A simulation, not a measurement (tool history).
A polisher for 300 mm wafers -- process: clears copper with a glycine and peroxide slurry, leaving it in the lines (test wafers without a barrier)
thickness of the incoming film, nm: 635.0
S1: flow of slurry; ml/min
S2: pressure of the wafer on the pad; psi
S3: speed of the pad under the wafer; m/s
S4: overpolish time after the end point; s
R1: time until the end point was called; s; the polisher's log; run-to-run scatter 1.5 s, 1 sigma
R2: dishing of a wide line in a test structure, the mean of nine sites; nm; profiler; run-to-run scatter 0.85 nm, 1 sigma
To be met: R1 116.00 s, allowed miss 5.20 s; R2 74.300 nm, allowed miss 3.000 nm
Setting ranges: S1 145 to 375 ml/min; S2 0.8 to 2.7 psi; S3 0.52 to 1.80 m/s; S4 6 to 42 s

{"run": 1, "hour": 0.0, "S1": 240, "S2": 1.7, "S3": 1.16, "S4": 21, "R1": 141.18, "R2": 58.675}
{"run": 2, "hour": 4.6, "S1": 240, "S2": 1.5, "S3": 1.16, "S4": 21, "R1": 155.51, "R2": 53.419}
{"run": 3, "hour": 11.6, "S1": 290, "S2": 1.5, "S3": 1.16, "S4": 21, "R1": 156.16, "R2": 54.819}
{"run": 4, "hour": 20.6, "S1": 290, "S2": 1.5, "S3": 1.16, "S4": 13, "R1": 154.86, "R2": 39.357}
{"run": 5, "hour": 23.4, "S1": 290, "S2": 1.2, "S3": 1.16, "S4": 13, "R1": 183.69, "R2": 34.131}
{"run": 6, "hour": 24.4, "S1": 255, "S2": 1.2, "S3": 1.16, "S4": 13, "R1": 181.09, "R2": 32.829}
{"run": 7, "hour": 27.8, "S1": 260, "S2": 1.3, "S3": 1.14, "S4": 14, "R1": 175.04, "R2": 36.65}
{"run": 8, "hour": 33.0, "S1": 260, "S2": 1.4, "S3": 1.12, "S4": 15, "R1": 163.85, "R2": 40.469}
{"run": 9, "hour": 36.5, "S1": 260, "S2": 1.4, "S3": 1.12, "S4": 15, "R1": 166.96, "R2": 39.976}
{"run": 10, "hour": 40.3, "S1": 260, "S2": 1.5, "S3": 1.1, "S4": 16, "R1": 157.88, "R2": 44.724}
{"run": 11, "hour": 41.5, "S1": 260, "S2": 1.6, "S3": 1.08, "S4": 16, "R1": 154.39, "R2": 46.316}
{"run": 12, "hour": 46.6, "S1": 255, "S2": 2.1, "S3": 1.04, "S4": 24, "R1": 127.07, "R2": 68.368}

Next run, 4 choices. One meets every target within its allowed miss, the rest don't. Which?
{"run": "A", "hour": 51.7, "S1": 175, "S2": 2.5, "S3": 1.24, "S4": 18, "R1": "?", "R2": "?"}
{"run": "B", "hour": 51.7, "S1": 235, "S2": 2.3, "S3": 1.1, "S4": 21, "R1": "?", "R2": "?"}
{"run": "C", "hour": 51.7, "S1": 245, "S2": 2.3, "S3": 1.08, "S4": 23, "R1": "?", "R2": "?"}
{"run": "D", "hour": 51.7, "S1": 265, "S2": 2.2, "S3": 1.1, "S4": 21, "R1": "?", "R2": "?"}

move=A R1=105.67 R2=66.936
move=B R1=115.70 R2=69.230
move=C R1=116.23 R2=72.951
move=D R1=118.30 R2=67.941
A: carries the result that was furthest off beyond its target, to the other side
B: corrects the largest miss of the last run, while another result sits out of spec
C: all results land within tolerance of their targets
D: corrects the largest miss of the last run, while another result sits out of spec
C meets every target.
